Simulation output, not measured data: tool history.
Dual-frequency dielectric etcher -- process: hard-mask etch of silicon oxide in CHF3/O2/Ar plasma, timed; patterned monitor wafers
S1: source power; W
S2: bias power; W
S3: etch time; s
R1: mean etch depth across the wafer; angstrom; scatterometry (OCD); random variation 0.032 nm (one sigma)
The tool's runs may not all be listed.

run  hour   S1   S2  S3      R1
  1   0.0  860  147   9  184.88
  2   6.6  860  147   9  185.45
  3   8.1  790  143   9  174.98
  4  16.9  740  143   9  167.51
  5  25.3  740  169   9  177.18
  6  30.7  740  185   9  182.06
  7  32.5  690  182   9  173.68
  8  38.4  650  182   9  166.85

Run 9 is up next; what results do you expect?
  9  40.9  510  180   9   ?

R1: 139.64 angstrom
